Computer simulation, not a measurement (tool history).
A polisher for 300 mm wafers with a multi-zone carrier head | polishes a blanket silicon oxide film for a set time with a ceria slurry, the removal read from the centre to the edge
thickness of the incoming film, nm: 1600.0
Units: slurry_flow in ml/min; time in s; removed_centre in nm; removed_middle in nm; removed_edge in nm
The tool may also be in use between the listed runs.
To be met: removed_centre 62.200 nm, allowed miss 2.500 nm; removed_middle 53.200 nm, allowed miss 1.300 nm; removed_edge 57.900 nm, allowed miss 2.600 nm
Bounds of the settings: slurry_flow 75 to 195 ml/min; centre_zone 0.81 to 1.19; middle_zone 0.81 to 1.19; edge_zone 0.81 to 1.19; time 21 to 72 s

{"run": 1, "hour": 0.0, "slurry_flow": 125, "centre_zone": 1.0, "middle_zone": 1.0, "edge_zone": 1.0, "time": 46, "removed_centre": 104.36, "removed_middle": 107.17, "removed_edge": 103.06}
{"run": 2, "hour": 8.3, "slurry_flow": 120, "centre_zone": 1.0, "middle_zone": 0.98, "edge_zone": 0.99, "time": 43, "removed_centre": 97.421, "removed_middle": 97.547, "removed_edge": 97.425}
{"run": 3, "hour": 13.5, "slurry_flow": 120, "centre_zone": 1.0, "middle_zone": 0.98, "edge_zone": 1.05, "time": 43, "removed_centre": 95.656, "removed_middle": 98.397, "removed_edge": 98.188}
{"run": 4, "hour": 17.1, "slurry_flow": 115, "centre_zone": 1.01, "middle_zone": 0.97, "edge_zone": 1.03, "time": 40, "removed_centre": 90.005, "removed_middle": 91.775, "removed_edge": 91.347}
{"run": 5, "hour": 19.9, "slurry_flow": 115, "centre_zone": 1.01, "middle_zone": 0.97, "edge_zone": 1.07, "time": 40, "removed_centre": 90.001, "removed_middle": 90.577, "removed_edge": 93.159}
{"run": 6, "hour": 23.6, "slurry_flow": 110, "centre_zone": 1.02, "middle_zone": 0.95, "edge_zone": 1.05, "time": 38, "removed_centre": 86.84, "removed_middle": 84.208, "removed_edge": 86.512}
{"run": 7, "hour": 30.3, "slurry_flow": 75, "centre_zone": 1.01, "middle_zone": 0.85, "edge_zone": 0.96, "time": 25, "removed_centre": 51.632, "removed_middle": 48.489, "removed_edge": 52.953}
{"run": 8, "hour": 38.1, "slurry_flow": 80, "centre_zone": 1.02, "middle_zone": 0.85, "edge_zone": 0.96, "time": 25, "removed_centre": 52.577, "removed_middle": 49.103, "removed_edge": 53.675}
{"run": 9, "hour": 44.9, "slurry_flow": 85, "centre_zone": 1.03, "middle_zone": 0.85, "edge_zone": 0.96, "time": 25, "removed_centre": 54.504, "removed_middle": 49.808, "removed_edge": 54.213}
{"run": 10, "hour": 50.4, "slurry_flow": 90, "centre_zone": 1.03, "middle_zone": 0.85, "edge_zone": 0.96, "time": 25, "removed_centre": 54.423, "removed_middle": 49.597, "removed_edge": 52.94}
{"run": 11, "hour": 59.0, "slurry_flow": 95, "centre_zone": 1.04, "middle_zone": 0.85, "edge_zone": 0.98, "time": 25, "removed_centre": 56.029, "removed_middle": 51.201, "removed_edge": 53.831}
{"run": 12, "hour": 63.1, "slurry_flow": 95, "centre_zone": 1.05, "middle_zone": 0.85, "edge_zone": 1.0, "time": 25, "removed_centre": 55.954, "removed_middle": 50.674, "removed_edge": 54.138}
{"run": 13, "hour": 70.4, "slurry_flow": 95, "centre_zone": 1.05, "middle_zone": 0.85, "edge_zone": 1.0, "time": 25, "removed_centre": 56.648, "removed_middle": 50.92, "removed_edge": 54.673}
{"run": 14, "hour": 73.7, "slurry_flow": 95, "centre_zone": 1.06, "middle_zone": 0.85, "edge_zone": 1.01, "time": 25, "removed_centre": 57.203, "removed_middle": 50.949, "removed_edge": 55.249}
{"run": 15, "hour": 79.2, "slurry_flow": 95, "centre_zone": 1.06, "middle_zone": 0.85, "edge_zone": 1.02, "time": 25, "removed_centre": 56.3, "removed_middle": 51.321, "removed_edge": 54.094}
{"run": 16, "hour": 85.4, "slurry_flow": 95, "centre_zone": 1.06, "middle_zone": 0.84, "edge_zone": 1.02, "time": 25, "removed_centre": 56.123, "removed_middle": 50.611, "removed_edge": 54.969}
{"run": 17, "hour": 93.4, "slurry_flow": 95, "centre_zone": 1.07, "middle_zone": 0.84, "edge_zone": 1.03, "time": 25, "removed_centre": 57.01, "removed_middle": 51.183, "removed_edge": 55.67}
{"run": 18, "hour": 95.6, "slurry_flow": 95, "centre_zone": 1.08, "middle_zone": 0.84, "edge_zone": 1.04, "time": 25, "removed_centre": 56.303, "removed_middle": 50.848, "removed_edge": 56.62}
{"run": 19, "hour": 97.4, "slurry_flow": 100, "centre_zone": 1.09, "middle_zone": 0.84, "edge_zone": 1.04, "time": 25, "removed_centre": 60.037, "removed_middle": 51.256, "removed_edge": 55.176}
{"run": 20, "hour": 98.8, "slurry_flow": 100, "centre_zone": 1.09, "middle_zone": 0.84, "edge_zone": 1.05, "time": 25, "removed_centre": 59.227, "removed_middle": 51.059, "removed_edge": 56.49}

5 next moves are on the table. One of them brings every result within its allowed miss. Which?
{"run": "A", "hour": 100.2, "slurry_flow": 105, "centre_zone": 1.01, "middle_zone": 0.88, "edge_zone": 1.14, "time": 25, "removed_centre": "?", "removed_middle": "?", "removed_edge": "?"}
{"run": "B", "hour": 100.2, "slurry_flow": 75, "centre_zone": 1.04, "middle_zone": 0.91, "edge_zone": 0.99, "time": 27, "removed_centre": "?", "removed_middle": "?", "removed_edge": "?"}
{"run": "C", "hour": 100.2, "slurry_flow": 115, "centre_zone": 1.12, "middle_zone": 0.85, "edge_zone": 1.07, "time": 25, "removed_centre": "?", "removed_middle": "?", "removed_edge": "?"}
{"run": "D", "hour": 100.2, "slurry_flow": 110, "centre_zone": 1.06, "middle_zone": 0.92, "edge_zone": 1.08, "time": 25, "removed_centre": "?", "removed_middle": "?", "removed_edge": "?"}
{"run": "E", "hour": 100.2, "slurry_flow": 80, "centre_zone": 1.06, "middle_zone": 0.85, "edge_zone": 1.1, "time": 25, "removed_centre": "?", "removed_middle": "?", "removed_edge": "?"}

move=A removed_centre=54.213 removed_middle=53.048 removed_edge=58.671
move=B removed_centre=55.375 removed_middle=54.182 removed_edge=56.521
move=C removed_centre=60.884 removed_middle=53.091 removed_edge=57.637
move=D removed_centre=57.300 removed_middle=54.683 removed_edge=57.517
move=E removed_centre=53.066 removed_middle=49.268 removed_edge=55.503
A: brings the result that was furthest off to its target, and leaves another outside
B: brings the result that was furthest off to its target, and leaves another outside
C: meets every target
D: takes the result that was furthest off past its target
E: further off than the last run
Move C is the one to make.
